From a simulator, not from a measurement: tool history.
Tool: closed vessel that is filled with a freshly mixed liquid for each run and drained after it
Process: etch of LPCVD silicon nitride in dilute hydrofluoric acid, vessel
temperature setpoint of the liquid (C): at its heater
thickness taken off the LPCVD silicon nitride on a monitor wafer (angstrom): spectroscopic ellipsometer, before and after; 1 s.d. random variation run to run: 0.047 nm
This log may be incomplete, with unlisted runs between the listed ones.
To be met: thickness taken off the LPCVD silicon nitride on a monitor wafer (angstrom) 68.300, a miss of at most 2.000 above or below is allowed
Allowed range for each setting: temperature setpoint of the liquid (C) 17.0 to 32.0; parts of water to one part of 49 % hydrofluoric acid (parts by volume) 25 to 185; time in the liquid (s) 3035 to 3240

| run | hour | temperature setpoint of the liquid (C) | parts of water to one part of 49 % hydrofluoric acid (parts by volume) | time in the liquid (s) | thickness taken off the LPCVD silicon nitride on a monitor wafer (angstrom) |
|---|---|---|---|---|---|
| 1 | 0.0 | 24.0 | 105 | 3035 | 147.170 |
| 2 | 6.7 | 21.0 | 105 | 3035 | 118.970 |
| 3 | 14.2 | 19.5 | 115 | 3035 | 98.995 |
| 4 | 15.8 | 18.5 | 120 | 3035 | 88.269 |
| 5 | 18.4 | 18.5 | 100 | 3035 | 104.780 |
| 6 | 24.0 | 18.5 | 100 | 3240 | 112.090 |
| 7 | 28.1 | 18.0 | 115 | 3230 | 93.241 |
| 8 | 34.8 | 17.5 | 125 | 3225 | 83.942 |

Which of these 4 next moves meets every target?
| A | 41.5 | 17.0 | 160 | 3195 | ? |
| B | 41.5 | 17.5 | 165 | 3220 | ? |
| C | 41.5 | 17.0 | 150 | 3240 | ? |
| D | 41.5 | 17.0 | 155 | 3140 | ? |

| move | thickness taken off the LPCVD silicon nitride on a monitor wafer (angstrom) |
|---|---|
| A | 63.539 |
| B | 64.320 |
| C | 68.565 |
| D | 64.383 |
A: moves the result that the last run missed by most past its target, out the other side
B: moves the result that the last run missed by most past its target, out the other side
C: hits every target within its allowed miss
D: moves the result that the last run missed by most past its target, out the other side
C meets every target.
